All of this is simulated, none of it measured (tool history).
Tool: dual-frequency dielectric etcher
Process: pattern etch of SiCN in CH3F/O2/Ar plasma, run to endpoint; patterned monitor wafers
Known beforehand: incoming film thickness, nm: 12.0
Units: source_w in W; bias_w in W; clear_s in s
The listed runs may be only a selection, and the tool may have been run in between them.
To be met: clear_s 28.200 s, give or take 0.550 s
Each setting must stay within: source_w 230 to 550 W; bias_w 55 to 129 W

run  hour  source_w  bias_w  clear_s
  1   0.0       390      92   30.561
  2   6.8       390      80   32.055
  3   8.9       410      81   31.300
  4  17.0       420      82   31.086
  5  19.1       440      83   30.379
  6  25.5       450      84   29.906
  7  30.1       460      84   29.924
  8  32.9       460      84   29.888

Next run, 4 choices. One meets every target within its allowed miss, the rest don't. Which?
  A  35.7       480     110        ?
  B  35.7       500      83        ?
  C  35.7       520      90        ?
  D  35.7       550      96        ?

move  clear_s
   A   27.097
   B   29.146
   C   28.100
   D   27.063
A: takes the result that was furthest off past its target
B: nearer the targets than the last run, but a result is still out of spec
C: every result lands within tolerance
D: takes the result that was furthest off past its target
The move that meets every target is C.

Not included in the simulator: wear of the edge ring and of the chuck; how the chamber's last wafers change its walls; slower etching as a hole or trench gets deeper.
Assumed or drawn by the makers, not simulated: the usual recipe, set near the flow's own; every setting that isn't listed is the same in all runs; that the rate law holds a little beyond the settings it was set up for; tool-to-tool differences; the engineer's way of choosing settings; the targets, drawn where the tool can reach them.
